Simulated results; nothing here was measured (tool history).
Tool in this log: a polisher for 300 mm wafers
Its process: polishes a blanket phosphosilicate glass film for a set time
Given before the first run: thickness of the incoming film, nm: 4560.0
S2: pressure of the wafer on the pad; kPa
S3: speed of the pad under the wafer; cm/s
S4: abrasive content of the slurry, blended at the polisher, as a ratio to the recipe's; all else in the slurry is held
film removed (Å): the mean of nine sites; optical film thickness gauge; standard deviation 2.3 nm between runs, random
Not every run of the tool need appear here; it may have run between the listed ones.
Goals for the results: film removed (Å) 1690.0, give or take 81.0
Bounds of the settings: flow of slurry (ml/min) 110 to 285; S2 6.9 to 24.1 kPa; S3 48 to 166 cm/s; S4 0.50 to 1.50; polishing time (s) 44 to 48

run 1 hour=0.0 | flow_of_slurry_(ml/min)=180 S2=15.2 S3=106 S4=1.00 polishing_time_(s)=48 | film_removed_(Å)=2678.8
run 2 hour=2.0 | flow_of_slurry_(ml/min)=205 S2=15.2 S3=106 S4=1.00 polishing_time_(s)=48 | film_removed_(Å)=2691.1
run 3 hour=8.2 | flow_of_slurry_(ml/min)=205 S2=15.2 S3=106 S4=1.00 polishing_time_(s)=44 | film_removed_(Å)=2454.2
run 4 hour=15.6 | flow_of_slurry_(ml/min)=205 S2=14.5 S3=106 S4=1.00 polishing_time_(s)=44 | film_removed_(Å)=2395.3
run 5 hour=17.5 | flow_of_slurry_(ml/min)=205 S2=14.5 S3=106 S4=1.00 polishing_time_(s)=44 | film_removed_(Å)=2364.4
run 6 hour=18.6 | flow_of_slurry_(ml/min)=205 S2=14.5 S3=106 S4=0.90 polishing_time_(s)=44 | film_removed_(Å)=2325.8
run 7 hour=27.1 | flow_of_slurry_(ml/min)=205 S2=13.8 S3=106 S4=0.90 polishing_time_(s)=44 | film_removed_(Å)=2100.4
run 8 hour=33.7 | flow_of_slurry_(ml/min)=205 S2=12.4 S3=106 S4=0.90 polishing_time_(s)=44 | film_removed_(Å)=1952.3

Which one of the following 4 next-run settings gets every result inside its allowed miss? There is exactly one.
run A hour=40.3 | flow_of_slurry_(ml/min)=210 S2=13.8 S3=102 S4=0.90 polishing_time_(s)=45 | film_removed_(Å)=?
run B hour=40.3 | flow_of_slurry_(ml/min)=250 S2=11.7 S3=114 S4=0.90 polishing_time_(s)=44 | film_removed_(Å)=?
run C hour=40.3 | flow_of_slurry_(ml/min)=255 S2=7.6 S3=112 S4=1.10 polishing_time_(s)=47 | film_removed_(Å)=?
run D hour=40.3 | flow_of_slurry_(ml/min)=205 S2=9.7 S3=116 S4=0.85 polishing_time_(s)=47 | film_removed_(Å)=?

move=A film_removed_(Å)=2099.8
move=B film_removed_(Å)=1942.3
move=C film_removed_(Å)=1479.6
move=D film_removed_(Å)=1667.3
A: the biggest miss grows against the last run
B: neither nearer nor further off than the last run
C: carries the result that was furthest off beyond its target, to the other side
D: every result lands within tolerance
D is the move that brings every result within its allowed miss.
